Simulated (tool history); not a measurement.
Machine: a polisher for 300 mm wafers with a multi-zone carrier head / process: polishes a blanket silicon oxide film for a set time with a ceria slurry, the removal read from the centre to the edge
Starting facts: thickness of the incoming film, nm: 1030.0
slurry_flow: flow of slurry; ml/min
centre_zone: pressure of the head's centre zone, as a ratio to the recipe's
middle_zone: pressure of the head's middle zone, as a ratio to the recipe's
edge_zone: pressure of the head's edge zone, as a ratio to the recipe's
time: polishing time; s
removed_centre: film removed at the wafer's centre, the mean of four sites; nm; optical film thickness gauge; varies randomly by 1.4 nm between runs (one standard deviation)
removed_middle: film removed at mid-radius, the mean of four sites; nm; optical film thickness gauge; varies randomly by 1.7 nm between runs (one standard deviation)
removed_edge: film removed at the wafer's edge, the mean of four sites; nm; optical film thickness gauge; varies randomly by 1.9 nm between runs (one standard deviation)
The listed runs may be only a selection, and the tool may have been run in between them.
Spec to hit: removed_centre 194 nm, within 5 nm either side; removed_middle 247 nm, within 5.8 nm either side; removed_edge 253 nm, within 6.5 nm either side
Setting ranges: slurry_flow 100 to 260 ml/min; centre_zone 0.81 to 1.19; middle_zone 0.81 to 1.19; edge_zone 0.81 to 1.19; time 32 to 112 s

run,hour,slurry_flow,centre_zone,middle_zone,edge_zone,time,removed_centre,removed_middle,removed_edge
1,0,165,1,1,1,72,184.43,189.39,187.41
2,3.9,175,0.97,1.01,1.04,74,186.72,198.49,195.69
3,8.3,160,0.97,1.01,1.04,74,185.68,197.87,192.85
4,12.6,180,0.94,1.01,1.07,76,187.69,206.66,199.89
5,18.1,180,0.94,1.01,1.03,76,189.51,206.25,201.28
6,25.2,145,0.94,1.01,1.03,76,178.24,198.54,194.03
7,32.4,195,0.84,1.05,1.13,85,190.82,241.17,231.76
8,39.1,190,0.83,1.04,1.14,86,189.57,241.91,235.63

Exactly one of the 5 candidate moves below puts every result within its allowed miss. Which one?
A,45.8,195,0.83,0.91,1.12,92,?,?,?
B,45.8,225,0.85,0.89,1.18,90,?,?,?
C,45.8,135,0.83,1.02,1.19,96,?,?,?
D,45.8,185,0.87,0.92,1.19,91,?,?,?
E,45.8,180,0.81,0.92,1.19,97,?,?,?

move,removed_centre,removed_middle,removed_edge
A,200.18,234.68,247.56
B,205.26,230.53,249.73
C,192.76,248.31,249.36
D,205.68,231.98,247.65
E,202.93,246.21,263.09
A: puts the biggest miss on target and leaves a different result outside tolerance
B: puts the biggest miss on target and leaves a different result outside tolerance
C: meets every target
D: puts the biggest miss on target and leaves a different result outside tolerance
E: takes the result that was furthest off past its target
Answer: C
